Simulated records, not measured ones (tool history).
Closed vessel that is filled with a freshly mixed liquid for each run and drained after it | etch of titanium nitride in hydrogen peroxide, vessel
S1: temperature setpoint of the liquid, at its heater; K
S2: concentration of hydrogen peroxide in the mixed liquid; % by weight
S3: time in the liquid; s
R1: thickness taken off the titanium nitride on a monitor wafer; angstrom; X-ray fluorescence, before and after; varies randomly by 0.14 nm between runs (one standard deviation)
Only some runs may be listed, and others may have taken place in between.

Run 1, hour 0.0: S1 323.15 K, S2 18.5 % by weight, S3 590 s. Result: R1 169.79 angstrom.
Run 2, hour 8.6: S1 325.65 K, S2 18.5 % by weight, S3 590 s. Result: R1 203.28 angstrom.
Run 3, hour 9.3: S1 327.65 K, S2 18.5 % by weight, S3 590 s. Result: R1 233.32 angstrom.
Run 4, hour 17.7: S1 327.65 K, S2 20.5 % by weight, S3 590 s. Result: R1 238.36 angstrom.
Run 5, hour 24.2: S1 327.65 K, S2 20.5 % by weight, S3 590 s. Result: R1 238.48 angstrom.
Run 6, hour 31.6: S1 321.15 K, S2 20.5 % by weight, S3 590 s. Result: R1 150.21 angstrom.
Run 7, hour 40.0: S1 324.15 K, S2 20.5 % by weight, S3 590 s. Result: R1 185.66 angstrom.

The next listed run, before its measurement:
Run 8, hour 41.3: S1 326.15 K, S2 20.5 % by weight, S3 590 s. Result: R1 ?.

R1: 215.48 angstrom
